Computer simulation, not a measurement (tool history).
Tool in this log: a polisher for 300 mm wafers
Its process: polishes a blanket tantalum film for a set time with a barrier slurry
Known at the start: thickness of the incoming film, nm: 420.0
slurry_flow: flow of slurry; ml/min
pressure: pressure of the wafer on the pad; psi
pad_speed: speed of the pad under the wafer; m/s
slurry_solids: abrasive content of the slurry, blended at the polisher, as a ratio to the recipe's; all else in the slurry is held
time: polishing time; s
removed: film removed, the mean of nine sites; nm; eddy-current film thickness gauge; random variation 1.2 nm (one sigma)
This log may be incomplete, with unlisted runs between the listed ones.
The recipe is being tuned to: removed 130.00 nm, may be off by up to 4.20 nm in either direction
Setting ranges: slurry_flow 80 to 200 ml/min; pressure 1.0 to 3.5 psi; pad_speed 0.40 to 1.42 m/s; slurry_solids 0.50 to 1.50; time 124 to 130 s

{"run": 1, "hour": 0.0, "slurry_flow": 130, "pressure": 2.2, "pad_speed": 0.9, "slurry_solids": 1.0, "time": 124, "removed": 172.08}
{"run": 2, "hour": 8.5, "slurry_flow": 125, "pressure": 2.0, "pad_speed": 0.9, "slurry_solids": 1.0, "time": 124, "removed": 160.1}
{"run": 3, "hour": 13.7, "slurry_flow": 125, "pressure": 1.9, "pad_speed": 0.9, "slurry_solids": 1.0, "time": 124, "removed": 154.77}
{"run": 4, "hour": 16.4, "slurry_flow": 125, "pressure": 1.9, "pad_speed": 1.08, "slurry_solids": 1.0, "time": 124, "removed": 184.15}
{"run": 5, "hour": 17.0, "slurry_flow": 125, "pressure": 1.9, "pad_speed": 1.08, "slurry_solids": 1.0, "time": 124, "removed": 185.76}
{"run": 6, "hour": 22.7, "slurry_flow": 125, "pressure": 1.9, "pad_speed": 1.08, "slurry_solids": 1.05, "time": 124, "removed": 183.98}
{"run": 7, "hour": 27.2, "slurry_flow": 120, "pressure": 1.7, "pad_speed": 1.08, "slurry_solids": 1.05, "time": 124, "removed": 170.99}
{"run": 8, "hour": 35.8, "slurry_flow": 120, "pressure": 1.5, "pad_speed": 1.08, "slurry_solids": 1.05, "time": 124, "removed": 157.19}
{"run": 9, "hour": 37.7, "slurry_flow": 120, "pressure": 1.4, "pad_speed": 1.08, "slurry_solids": 1.05, "time": 124, "removed": 150.83}
{"run": 10, "hour": 43.3, "slurry_flow": 120, "pressure": 1.3, "pad_speed": 1.08, "slurry_solids": 1.05, "time": 124, "removed": 145.39}
{"run": 11, "hour": 50.5, "slurry_flow": 100, "pressure": 1.1, "pad_speed": 1.08, "slurry_solids": 1.05, "time": 124, "removed": 125.25}

Pick the move, out of 4, that brings all results within their allowed miss; only one does.
{"run": "A", "hour": 57.7, "slurry_flow": 90, "pressure": 1.3, "pad_speed": 0.94, "slurry_solids": 1.25, "time": 130, "removed": "?"}
{"run": "B", "hour": 57.7, "slurry_flow": 90, "pressure": 1.1, "pad_speed": 1.08, "slurry_solids": 0.95, "time": 125, "removed": "?"}
{"run": "C", "hour": 57.7, "slurry_flow": 90, "pressure": 1.0, "pad_speed": 1.04, "slurry_solids": 1.1, "time": 125, "removed": "?"}
{"run": "D", "hour": 57.7, "slurry_flow": 90, "pressure": 1.0, "pad_speed": 1.1, "slurry_solids": 1.0, "time": 127, "removed": "?"}

move=A removed=130.17
move=B removed=121.12
move=C removed=115.48
move=D removed=120.67
A: meets every target
B: the biggest miss grows against the last run
C: the biggest miss grows against the last run
D: the biggest miss grows against the last run
The move that meets every target is A.

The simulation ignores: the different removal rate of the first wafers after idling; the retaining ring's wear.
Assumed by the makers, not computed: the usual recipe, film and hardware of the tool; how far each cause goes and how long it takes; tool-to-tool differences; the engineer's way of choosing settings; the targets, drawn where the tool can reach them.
